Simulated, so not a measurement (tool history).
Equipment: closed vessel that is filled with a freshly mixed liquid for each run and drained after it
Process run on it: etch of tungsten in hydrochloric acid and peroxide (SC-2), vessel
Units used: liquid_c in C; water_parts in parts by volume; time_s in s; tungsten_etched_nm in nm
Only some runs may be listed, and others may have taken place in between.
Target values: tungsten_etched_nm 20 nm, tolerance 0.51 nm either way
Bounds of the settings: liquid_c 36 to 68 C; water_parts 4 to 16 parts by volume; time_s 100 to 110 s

run 1 hour=0 | liquid_c=52 water_parts=9 time_s=100 | tungsten_etched_nm=36.833
run 2 hour=1.4 | liquid_c=50.5 water_parts=9 time_s=100 | tungsten_etched_nm=33.015
run 3 hour=5.6 | liquid_c=49.5 water_parts=9 time_s=100 | tungsten_etched_nm=31.219
run 4 hour=10.3 | liquid_c=48.5 water_parts=9 time_s=100 | tungsten_etched_nm=29.344
run 5 hour=12.1 | liquid_c=47.5 water_parts=9 time_s=100 | tungsten_etched_nm=26.972
run 6 hour=20.2 | liquid_c=47.5 water_parts=9 time_s=110 | tungsten_etched_nm=29.95
run 7 hour=25.2 | liquid_c=46.5 water_parts=9 time_s=110 | tungsten_etched_nm=28.099
run 8 hour=32.3 | liquid_c=46 water_parts=9 time_s=110 | tungsten_etched_nm=27.09
run 9 hour=39.7 | liquid_c=40.5 water_parts=9 time_s=110 | tungsten_etched_nm=18.314

5 next moves are on the table. One of them brings every result within its allowed miss. Which?
run A hour=47.1 | liquid_c=37 water_parts=7 time_s=105 | tungsten_etched_nm=?
run B hour=47.1 | liquid_c=41 water_parts=8.5 time_s=110 | tungsten_etched_nm=?
run C hour=47.1 | liquid_c=46 water_parts=14 time_s=100 | tungsten_etched_nm=?
run D hour=47.1 | liquid_c=42 water_parts=9.5 time_s=105 | tungsten_etched_nm=?
run E hour=47.1 | liquid_c=41 water_parts=9 time_s=110 | tungsten_etched_nm=?

move=A tungsten_etched_nm=16.617
move=B tungsten_etched_nm=19.859
move=C tungsten_etched_nm=16.766
move=D tungsten_etched_nm=18.569
move=E tungsten_etched_nm=18.956
A: the biggest miss grows against the last run
B: all results land within tolerance of their targets
C: the biggest miss grows against the last run
D: gains on the last run, yet a result remains outside its allowed miss
E: gains on the last run, yet a result remains outside its allowed miss
Move B is the one to make.
